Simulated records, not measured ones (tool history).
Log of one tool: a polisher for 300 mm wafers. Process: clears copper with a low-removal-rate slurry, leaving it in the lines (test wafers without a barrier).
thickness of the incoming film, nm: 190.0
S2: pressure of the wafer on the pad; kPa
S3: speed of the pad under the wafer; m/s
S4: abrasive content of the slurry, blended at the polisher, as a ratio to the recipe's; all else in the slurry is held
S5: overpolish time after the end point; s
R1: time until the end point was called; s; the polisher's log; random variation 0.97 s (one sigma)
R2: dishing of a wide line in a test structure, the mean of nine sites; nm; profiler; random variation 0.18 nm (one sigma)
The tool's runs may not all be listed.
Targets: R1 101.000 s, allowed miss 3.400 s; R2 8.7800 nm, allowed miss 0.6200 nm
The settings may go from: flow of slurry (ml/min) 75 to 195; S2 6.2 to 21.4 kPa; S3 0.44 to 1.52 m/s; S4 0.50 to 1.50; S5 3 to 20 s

run 1 day=0.000 | flow_of_slurry_(ml/min)=125 S2=13.8 S3=0.98 S4=1.00 S5=10 | R1=104.490 R2=11.5850
run 2 day=0.375 | flow_of_slurry_(ml/min)=125 S2=13.8 S3=0.98 S4=1.00 S5=9 | R1=102.990 R2=10.5850
run 3 day=0.588 | flow_of_slurry_(ml/min)=125 S2=13.8 S3=0.98 S4=1.15 S5=9 | R1=101.660 R2=10.6450
run 4 day=0.838 | flow_of_slurry_(ml/min)=125 S2=16.5 S3=0.98 S4=1.15 S5=9 | R1=84.440 R2=12.0290
run 5 day=0.858 | flow_of_slurry_(ml/min)=105 S2=16.5 S3=0.98 S4=1.15 S5=9 | R1=89.185 R2=11.9630
run 6 day=0.900 | flow_of_slurry_(ml/min)=105 S2=16.5 S3=0.98 S4=1.15 S5=8 | R1=90.030 R2=10.9900
run 7 day=0.946 | flow_of_slurry_(ml/min)=100 S2=16.5 S3=0.98 S4=1.15 S5=8 | R1=90.159 R2=10.8510
run 8 day=1.308 | flow_of_slurry_(ml/min)=100 S2=16.5 S3=0.98 S4=1.15 S5=8 | R1=89.720 R2=10.3200

Which of these 4 next moves meets every target?
run A day=1.671 | flow_of_slurry_(ml/min)=105 S2=13.1 S3=1.18 S4=1.20 S5=8 | R1=? R2=?
run B day=1.671 | flow_of_slurry_(ml/min)=115 S2=15.9 S3=0.92 S4=0.65 S5=9 | R1=? R2=?
run C day=1.671 | flow_of_slurry_(ml/min)=95 S2=15.2 S3=0.80 S4=1.20 S5=8 | R1=? R2=?
run D day=1.671 | flow_of_slurry_(ml/min)=75 S2=17.2 S3=0.88 S4=1.15 S5=7 | R1=? R2=?

move=A R1=90.918 R2=10.4250
move=B R1=108.990 R2=9.9497
move=C R1=110.870 R2=8.9350
move=D R1=99.435 R2=8.7700
A: nearer than the last run, and not there yet
B: takes the result that was furthest off past its target
C: takes the result that was furthest off past its target
D: meets every target
Answer: D
